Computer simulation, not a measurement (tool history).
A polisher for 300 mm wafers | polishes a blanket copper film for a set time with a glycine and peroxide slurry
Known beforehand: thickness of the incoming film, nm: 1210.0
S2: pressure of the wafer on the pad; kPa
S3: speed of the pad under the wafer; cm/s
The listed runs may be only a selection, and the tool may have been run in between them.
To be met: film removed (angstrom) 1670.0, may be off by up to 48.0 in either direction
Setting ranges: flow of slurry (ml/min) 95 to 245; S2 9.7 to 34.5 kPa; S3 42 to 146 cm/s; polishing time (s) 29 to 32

run 1 hour=0.0 | flow_of_slurry_(ml/min)=155 S2=22.1 S3=94 polishing_time_(s)=32 | film_removed_(angstrom)=2095.0
run 2 hour=1.7 | flow_of_slurry_(ml/min)=155 S2=27.6 S3=94 polishing_time_(s)=32 | film_removed_(angstrom)=2559.0
run 3 hour=10.4 | flow_of_slurry_(ml/min)=180 S2=27.6 S3=94 polishing_time_(s)=32 | film_removed_(angstrom)=2609.7
run 4 hour=16.1 | flow_of_slurry_(ml/min)=175 S2=25.5 S3=94 polishing_time_(s)=32 | film_removed_(angstrom)=2399.5
run 5 hour=22.3 | flow_of_slurry_(ml/min)=190 S2=25.5 S3=94 polishing_time_(s)=32 | film_removed_(angstrom)=2427.2
run 6 hour=28.3 | flow_of_slurry_(ml/min)=190 S2=25.5 S3=104 polishing_time_(s)=32 | film_removed_(angstrom)=2571.7
run 7 hour=33.9 | flow_of_slurry_(ml/min)=190 S2=25.5 S3=104 polishing_time_(s)=32 | film_removed_(angstrom)=2602.1
run 8 hour=41.3 | flow_of_slurry_(ml/min)=190 S2=23.4 S3=104 polishing_time_(s)=32 | film_removed_(angstrom)=2370.9
run 9 hour=50.3 | flow_of_slurry_(ml/min)=190 S2=22.1 S3=104 polishing_time_(s)=32 | film_removed_(angstrom)=2294.8
run 10 hour=57.3 | flow_of_slurry_(ml/min)=190 S2=20.7 S3=104 polishing_time_(s)=32 | film_removed_(angstrom)=2179.3
run 11 hour=60.1 | flow_of_slurry_(ml/min)=150 S2=14.5 S3=102 polishing_time_(s)=32 | film_removed_(angstrom)=1543.2
run 12 hour=65.2 | flow_of_slurry_(ml/min)=155 S2=14.5 S3=102 polishing_time_(s)=32 | film_removed_(angstrom)=1537.9
run 13 hour=67.1 | flow_of_slurry_(ml/min)=160 S2=14.5 S3=102 polishing_time_(s)=32 | film_removed_(angstrom)=1559.1
run 14 hour=73.7 | flow_of_slurry_(ml/min)=165 S2=14.5 S3=102 polishing_time_(s)=32 | film_removed_(angstrom)=1562.8
run 15 hour=77.1 | flow_of_slurry_(ml/min)=170 S2=14.5 S3=102 polishing_time_(s)=32 | film_removed_(angstrom)=1578.4
run 16 hour=83.6 | flow_of_slurry_(ml/min)=175 S2=14.5 S3=102 polishing_time_(s)=32 | film_removed_(angstrom)=1592.2
run 17 hour=91.6 | flow_of_slurry_(ml/min)=180 S2=14.5 S3=102 polishing_time_(s)=32 | film_removed_(angstrom)=1587.8

Exactly one of the 5 candidate moves below puts every result within its allowed miss. Which one?
run A hour=99.6 | flow_of_slurry_(ml/min)=155 S2=15.2 S3=112 polishing_time_(s)=30 | film_removed_(angstrom)=?
run B hour=99.6 | flow_of_slurry_(ml/min)=175 S2=12.4 S3=118 polishing_time_(s)=32 | film_removed_(angstrom)=?
run C hour=99.6 | flow_of_slurry_(ml/min)=190 S2=13.1 S3=108 polishing_time_(s)=32 | film_removed_(angstrom)=?
run D hour=99.6 | flow_of_slurry_(ml/min)=200 S2=17.2 S3=96 polishing_time_(s)=30 | film_removed_(angstrom)=?
run E hour=99.6 | flow_of_slurry_(ml/min)=205 S2=13.1 S3=108 polishing_time_(s)=32 | film_removed_(angstrom)=?

move=A film_removed_(angstrom)=1601.8
move=B film_removed_(angstrom)=1527.8
move=C film_removed_(angstrom)=1535.1
move=D film_removed_(angstrom)=1687.7
move=E film_removed_(angstrom)=1549.3
A: moves toward the targets from the last run without getting all of them in spec
B: moves away from the targets compared with the last run
C: moves away from the targets compared with the last run
D: hits every target within its allowed miss
E: moves away from the targets compared with the last run
D meets every target.

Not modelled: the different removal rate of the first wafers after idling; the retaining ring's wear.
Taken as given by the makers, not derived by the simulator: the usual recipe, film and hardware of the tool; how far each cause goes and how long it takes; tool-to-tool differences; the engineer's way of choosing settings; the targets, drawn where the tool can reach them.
